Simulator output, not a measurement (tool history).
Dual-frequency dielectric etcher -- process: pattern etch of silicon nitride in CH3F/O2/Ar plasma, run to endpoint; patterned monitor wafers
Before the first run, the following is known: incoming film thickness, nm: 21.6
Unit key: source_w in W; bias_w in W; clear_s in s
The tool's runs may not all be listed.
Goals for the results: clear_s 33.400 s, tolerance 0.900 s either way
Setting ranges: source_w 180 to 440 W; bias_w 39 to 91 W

run,hour,source_w,bias_w,clear_s
1,0.0,310,65,37.914
2,8.0,310,56,40.511
3,10.0,320,57,39.667
4,11.5,330,58,38.551
5,17.9,340,58,38.319
6,24.6,280,58,41.867
7,30.4,300,59,40.359
8,34.3,310,60,39.457
9,40.9,320,61,38.213
10,46.7,330,61,37.930

Below are 5 possible settings for the next run. Only one of them brings all results inside the allowed miss of their targets. Which is it?
A,52.5,410,75,?
B,52.5,370,59,?
C,52.5,350,75,?
D,52.5,240,72,?
E,52.5,380,60,?

move,clear_s
A,31.665
B,36.808
C,33.908
D,40.942
E,36.107
A: takes the result that was furthest off past its target
B: closer than the last run, but not yet in spec
C: meets every target
D: its largest miss is bigger than the last run's
E: closer than the last run, but not yet in spec
The move that meets every target is C.
